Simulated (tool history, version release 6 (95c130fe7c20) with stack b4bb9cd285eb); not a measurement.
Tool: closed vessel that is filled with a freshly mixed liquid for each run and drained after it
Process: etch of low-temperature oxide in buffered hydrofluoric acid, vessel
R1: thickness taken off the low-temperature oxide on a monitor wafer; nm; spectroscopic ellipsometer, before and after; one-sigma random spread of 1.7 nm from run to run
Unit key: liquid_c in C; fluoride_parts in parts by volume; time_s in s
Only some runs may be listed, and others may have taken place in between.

run 1 hour=0.0 | liquid_c=24.0 fluoride_parts=7.5 time_s=100 | R1=450.85
run 2 hour=3.9 | liquid_c=22.5 fluoride_parts=7.5 time_s=100 | R1=416.17
run 3 hour=8.9 | liquid_c=21.5 fluoride_parts=7.5 time_s=100 | R1=394.82
run 4 hour=11.7 | liquid_c=24.0 fluoride_parts=7.5 time_s=100 | R1=457.38
run 5 hour=19.3 | liquid_c=26.5 fluoride_parts=7.5 time_s=100 | R1=518.83
run 6 hour=21.9 | liquid_c=26.5 fluoride_parts=6.5 time_s=100 | R1=600.25
run 7 hour=23.1 | liquid_c=24.5 fluoride_parts=7.0 time_s=100 | R1=498.87
run 8 hour=32.3 | liquid_c=23.0 fluoride_parts=7.0 time_s=100 | R1=460.98

What will run 9 give?
run 9 hour=37.4 | liquid_c=21.5 fluoride_parts=7.0 time_s=100 | R1=?

{"run 9": {"R1": 424.75}}
